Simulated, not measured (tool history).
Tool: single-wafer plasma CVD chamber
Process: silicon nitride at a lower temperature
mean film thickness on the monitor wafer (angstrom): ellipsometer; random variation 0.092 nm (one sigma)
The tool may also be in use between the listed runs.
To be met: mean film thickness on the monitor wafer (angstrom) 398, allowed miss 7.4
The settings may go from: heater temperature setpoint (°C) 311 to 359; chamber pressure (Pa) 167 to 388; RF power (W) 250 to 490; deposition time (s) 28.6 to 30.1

run	hour	heater temperature setpoint (°C)	chamber pressure (Pa)	RF power (W)	deposition time (s)	mean film thickness on the monitor wafer (angstrom)
1	0	335	277	370	30.1	430.83
2	5.8	335	277	370	28.6	409.86
3	12.2	335	277	405	28.6	440.98
4	19.3	335	265	405	28.6	434.25
5	25.4	327	265	405	28.6	434.85
6	27.3	323	265	405	28.6	436.35
7	31	323	255	405	28.6	429.52
8	38.9	323	247	405	28.6	425.02
9	42.7	323	240	405	28.6	421.16
10	44.4	323	235	405	28.6	416.09
11	48	323	235	405	28.6	418.16
12	53.7	323	191	395	28.6	378.89

Which of these 5 next moves meets every target?
A	59.4	320	188	395	30.1	?
B	59.4	324	196	375	30.1	?
C	59.4	315	200	385	28.6	?
D	59.4	327	183	350	30.1	?
E	59.4	316	252	380	29.4	?

move	mean film thickness on the monitor wafer (angstrom)
A	396.42
B	386.19
C	379.17
D	353.75
E	419.34
A: meets every target
B: nearer than the last run, and not there yet
C: as far off as the last run
D: further off than the last run
E: takes the result that was furthest off past its target
Answer: A
